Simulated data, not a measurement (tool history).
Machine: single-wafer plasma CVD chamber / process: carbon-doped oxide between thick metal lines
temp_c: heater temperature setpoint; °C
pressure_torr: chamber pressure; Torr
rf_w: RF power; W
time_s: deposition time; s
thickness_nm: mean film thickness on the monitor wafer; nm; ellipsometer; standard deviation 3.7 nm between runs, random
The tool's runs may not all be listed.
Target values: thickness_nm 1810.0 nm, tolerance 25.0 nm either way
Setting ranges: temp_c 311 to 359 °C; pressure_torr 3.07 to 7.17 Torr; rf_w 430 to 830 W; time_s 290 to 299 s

run 1 hour=0.0 | temp_c=335 pressure_torr=5.12 rf_w=630 time_s=290 | thickness_nm=1629.9
run 2 hour=8.3 | temp_c=335 pressure_torr=6.03 rf_w=630 time_s=290 | thickness_nm=1663.0
run 3 hour=12.0 | temp_c=335 pressure_torr=6.03 rf_w=560 time_s=290 | thickness_nm=1492.3
run 4 hour=13.8 | temp_c=339 pressure_torr=6.03 rf_w=560 time_s=290 | thickness_nm=1473.1
run 5 hour=19.1 | temp_c=346 pressure_torr=6.03 rf_w=560 time_s=290 | thickness_nm=1451.7
run 6 hour=25.4 | temp_c=339 pressure_torr=6.39 rf_w=595 time_s=290 | thickness_nm=1566.5
run 7 hour=27.4 | temp_c=333 pressure_torr=6.65 rf_w=610 time_s=290 | thickness_nm=1638.2
run 8 hour=29.8 | temp_c=328 pressure_torr=6.82 rf_w=620 time_s=290 | thickness_nm=1694.1
run 9 hour=32.5 | temp_c=324 pressure_torr=6.94 rf_w=625 time_s=290 | thickness_nm=1728.7
run 10 hour=33.0 | temp_c=321 pressure_torr=7.02 rf_w=630 time_s=290 | thickness_nm=1760.0
run 11 hour=35.2 | temp_c=319 pressure_torr=7.07 rf_w=630 time_s=290 | thickness_nm=1771.7

4 candidate next runs follow, results not yet known. Just one meets every target within its allowed miss. Identify it.
run A hour=37.4 | temp_c=319 pressure_torr=7.14 rf_w=610 time_s=291 | thickness_nm=?
run B hour=37.4 | temp_c=316 pressure_torr=7.17 rf_w=615 time_s=299 | thickness_nm=?
run C hour=37.4 | temp_c=311 pressure_torr=7.17 rf_w=575 time_s=299 | thickness_nm=?
run D hour=37.4 | temp_c=314 pressure_torr=6.80 rf_w=595 time_s=294 | thickness_nm=?

move=A thickness_nm=1729.3
move=B thickness_nm=1809.6
move=C thickness_nm=1734.7
move=D thickness_nm=1734.1
A: further off than the last run
B: meets every target
C: further off than the last run
D: further off than the last run
The right move is B.
